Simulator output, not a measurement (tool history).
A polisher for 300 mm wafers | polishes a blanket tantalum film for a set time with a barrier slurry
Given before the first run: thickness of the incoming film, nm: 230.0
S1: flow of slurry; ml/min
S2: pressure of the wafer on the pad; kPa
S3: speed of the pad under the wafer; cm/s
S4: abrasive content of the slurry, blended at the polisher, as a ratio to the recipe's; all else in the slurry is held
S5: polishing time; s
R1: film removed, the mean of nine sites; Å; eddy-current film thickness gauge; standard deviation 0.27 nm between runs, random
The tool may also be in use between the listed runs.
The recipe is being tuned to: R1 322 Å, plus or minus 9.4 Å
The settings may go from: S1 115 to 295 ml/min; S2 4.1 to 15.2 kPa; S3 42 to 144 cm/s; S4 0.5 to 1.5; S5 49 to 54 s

run  hour   S1   S2  S3   S4  S5      R1
  1     0  190  9.7  92    1  54  527.66
  2   7.2  190  7.6  92    1  54  440.98
  3  12.2  190  6.9  92    1  54  411.11
  4  15.4  150  6.9  92    1  54  396.96
  5  19.8  150  6.9  92  1.1  54  413.31
  6  26.5  150  6.2  92  1.1  54  379.38
  7  32.1  145  5.5  92  1.1  54  344.51
  8  32.9  140  5.5  92  1.1  54  343.95
  9  36.9  135  5.5  92  1.1  54   344.4

Which of these 5 next moves meets every target?
  A  40.9  130  4.8   94  0.95  54   ?
  B  40.9  130  6.9   78   1.2  53   ?
  C  40.9  115  6.2  100   0.9  49   ?
  D  40.9  145    9   64   1.1  54   ?
  E  40.9  115  6.9   82   1.3  51   ?

move      R1
   A  299.06
   B   341.2
   C  325.47
   D  350.28
   E   341.7
A: carries the result that was furthest off beyond its target, to the other side
B: gains on the last run, yet a result remains outside its allowed miss
C: all results in spec
D: further off than the last run
E: gains on the last run, yet a result remains outside its allowed miss
Go with C: it meets all targets.

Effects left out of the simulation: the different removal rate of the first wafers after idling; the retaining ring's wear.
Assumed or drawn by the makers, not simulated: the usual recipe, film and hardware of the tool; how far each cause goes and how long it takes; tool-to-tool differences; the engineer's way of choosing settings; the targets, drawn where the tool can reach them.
